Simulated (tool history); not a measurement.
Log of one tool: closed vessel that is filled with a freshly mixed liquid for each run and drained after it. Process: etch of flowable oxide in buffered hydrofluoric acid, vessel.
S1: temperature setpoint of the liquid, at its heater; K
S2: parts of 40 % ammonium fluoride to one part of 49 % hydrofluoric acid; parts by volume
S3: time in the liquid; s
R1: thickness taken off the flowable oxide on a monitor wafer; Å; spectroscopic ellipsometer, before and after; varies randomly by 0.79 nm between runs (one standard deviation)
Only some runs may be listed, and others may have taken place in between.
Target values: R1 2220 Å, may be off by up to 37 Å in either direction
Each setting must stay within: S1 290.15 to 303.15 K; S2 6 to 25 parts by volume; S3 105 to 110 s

run  hour      S1    S2   S3      R1
  1     0  295.15  15.5  105  3422.8
  2   2.5  294.15    16  105  3148.2
  3   3.2  293.15  16.5  105    2873
  4   7.2  292.65    17  105  2728.6
  5   9.2  292.65  15.5  105    2950
  6  12.7  292.65    14  105  3280.7
  7  15.5  292.15    15  105  3003.1
  8  16.9  291.65  15.5  105    2813
  9  17.8  291.15    16  105  2657.4
 10  26.4  291.15  16.5  105  2571.9

Next run, 5 choices. One meets every target within its allowed miss, the rest don't. Which?
  A    35  290.15  17.5  110   ?
  B    35  290.65    14  110   ?
  C    35  292.65  16.5  105   ?
  D    35  290.15    18  105   ?
  E    35  290.15  15.5  110   ?

move      R1
   A  2388.1
   B  3061.5
   C  2784.1
   D    2217
   E  2691.8
A: nearer the targets than the last run, but a result is still out of spec
B: further off than the last run
C: further off than the last run
D: in spec on every target
E: further off than the last run
Go with D: it meets all targets.
